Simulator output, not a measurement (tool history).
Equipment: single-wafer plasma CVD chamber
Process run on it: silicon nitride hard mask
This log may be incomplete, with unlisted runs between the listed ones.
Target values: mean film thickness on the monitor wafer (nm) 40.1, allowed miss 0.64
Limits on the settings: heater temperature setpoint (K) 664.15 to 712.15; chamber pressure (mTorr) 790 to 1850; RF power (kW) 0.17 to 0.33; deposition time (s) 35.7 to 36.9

run  hour  heater temperature setpoint (K)  chamber pressure (mTorr)  RF power (kW)  deposition time (s)  mean film thickness on the monitor wafer (nm)
  1     0                           688.15                      1320           0.25                 35.7                                         35.196
  2   3.8                           688.15                      1450           0.25                 35.7                                         36.044
  3  10.6                           688.15                      1540          0.255                 35.7                                         37.196
  4  14.3                           693.15                      1540          0.255                 35.7                                         37.372
  5  19.3                           693.15                      1540          0.255                 35.7                                         37.215
  6  23.7                           693.15                      1610          0.255                 35.7                                         37.451
  7  24.3                           693.15                      1660           0.26                 35.7                                         38.434
  8  28.5                           693.15                      1700           0.26                 35.7                                         38.434
  9  30.1                           693.15                      1720          0.265                 35.7                                         39.275
 10  32.8                           693.15                      1740          0.265                 35.7                                         39.225

Consider the 4 candidate settings below. Which is the only one whose results all fall within their allowed miss of target?
  A  35.5                           695.15                      1780           0.25                   36                                              ?
  B  35.5                           689.15                      1810          0.245                 36.2                                              ?
  C  35.5                           695.15                      1830           0.26                 36.4                                              ?
  D  35.5                           694.15                      1750           0.26                 35.7                                              ?

move  mean film thickness on the monitor wafer (nm)
   A                                         38.558
   B                                         38.512
   C                                         40.323
   D                                         39.114
A: further off than the last run
B: further off than the last run
C: meets every target
D: further off than the last run
Answer: C
